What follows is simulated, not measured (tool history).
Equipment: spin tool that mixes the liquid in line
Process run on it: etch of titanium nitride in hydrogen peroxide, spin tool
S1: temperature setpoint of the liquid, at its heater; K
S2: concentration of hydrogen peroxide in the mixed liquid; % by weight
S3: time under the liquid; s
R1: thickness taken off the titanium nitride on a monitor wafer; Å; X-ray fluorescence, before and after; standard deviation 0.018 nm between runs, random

Run 1, hour 0.0: S1 330.15 K, S2 26.0 % by weight, S3 160 s. Result: R1 84.729 Å.
Run 2, hour 0.6: S1 330.15 K, S2 26.0 % by weight, S3 160 s. Result: R1 84.318 Å.
Run 3, hour 2.6: S1 333.15 K, S2 26.0 % by weight, S3 160 s. Result: R1 103.500 Å.
Run 4, hour 3.7: S1 336.65 K, S2 26.0 % by weight, S3 160 s. Result: R1 131.030 Å.
Run 5, hour 11.1: S1 336.65 K, S2 26.0 % by weight, S3 160 s. Result: R1 132.500 Å.
Run 6, hour 14.9: S1 333.65 K, S2 26.0 % by weight, S3 160 s. Result: R1 107.720 Å.
Run 7, hour 19.4: S1 331.15 K, S2 26.0 % by weight, S3 160 s. Result: R1 91.031 Å.
Run 8, hour 20.2: S1 323.15 K, S2 25.5 % by weight, S3 160 s. Result: R1 51.289 Å.
Run 9, hour 28.4: S1 322.15 K, S2 25.5 % by weight, S3 160 s. Result: R1 47.724 Å.
Run 10, hour 36.1: S1 317.15 K, S2 25.5 % by weight, S3 160 s. Result: R1 32.763 Å.

Predict the results of run 11:
Run 11, hour 40.2: S1 317.15 K, S2 25.5 % by weight, S3 160 s. Result: R1 ?.

R1: 32.874 Å
